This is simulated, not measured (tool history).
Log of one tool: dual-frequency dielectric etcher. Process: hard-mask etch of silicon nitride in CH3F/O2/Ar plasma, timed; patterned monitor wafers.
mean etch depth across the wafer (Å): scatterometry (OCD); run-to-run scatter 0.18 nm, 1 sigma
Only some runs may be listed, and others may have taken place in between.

run  hour  source power (W)  bias power (W)  etch time (s)  mean etch depth across the wafer (Å)
  1   0.0               300              77          137.5                                853.01
  2   5.6               350              77          137.5                                899.40
  3  14.2               330              76          137.5                                877.63
  4  18.3               330              86          137.5                                914.88
  5  20.6               330              74          137.5                                869.35
  6  29.0               320              73          137.5                                862.60
  7  34.3               310              72          137.5                                849.11
  8  35.5               300              71          137.5                                832.29
  9  36.3               290              71          137.5                                822.05

Expected results for the next run?
 10  39.8               280              71          137.5                                     ?

mean etch depth across the wafer (Å): 816.51
